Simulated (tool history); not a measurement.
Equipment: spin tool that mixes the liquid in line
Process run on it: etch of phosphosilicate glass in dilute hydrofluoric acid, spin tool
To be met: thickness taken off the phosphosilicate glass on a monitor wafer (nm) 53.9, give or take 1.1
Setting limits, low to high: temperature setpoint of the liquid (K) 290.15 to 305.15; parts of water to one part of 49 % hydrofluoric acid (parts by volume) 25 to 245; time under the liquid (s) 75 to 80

| run | hour | temperature setpoint of the liquid (K) | parts of water to one part of 49 % hydrofluoric acid (parts by volume) | time under the liquid (s) | thickness taken off the phosphosilicate glass on a monitor wafer (nm) |
|---|---|---|---|---|---|
| 1 | 0 | 297.15 | 135 | 75 | 45.457 |
| 2 | 4.3 | 295.15 | 135 | 75 | 42.334 |
| 3 | 5.1 | 296.15 | 135 | 75 | 44.001 |
| 4 | 11.8 | 297.15 | 135 | 75 | 45.88 |
| 5 | 12.4 | 297.15 | 135 | 80 | 48.66 |
| 6 | 21.4 | 297.65 | 135 | 80 | 49.299 |
| 7 | 24.5 | 298.15 | 135 | 80 | 50.699 |
| 8 | 29.8 | 298.65 | 135 | 80 | 51.624 |

Which single option among these 4 for the next run brings every result within its allowed miss of target? Just one does.
| A | 35.1 | 297.15 | 110 | 75 | ? |
| B | 35.1 | 301.65 | 130 | 75 | ? |
| C | 35.1 | 297.65 | 125 | 80 | ? |
| D | 35.1 | 296.65 | 115 | 80 | ? |

| move | thickness taken off the phosphosilicate glass on a monitor wafer (nm) |
|---|---|
| A | 57.934 |
| B | 56.775 |
| C | 54.461 |
| D | 57.612 |
A: carries the result that was furthest off beyond its target, to the other side
B: carries the result that was furthest off beyond its target, to the other side
C: in spec on every target
D: carries the result that was furthest off beyond its target, to the other side
C is the move that brings every result within its allowed miss.
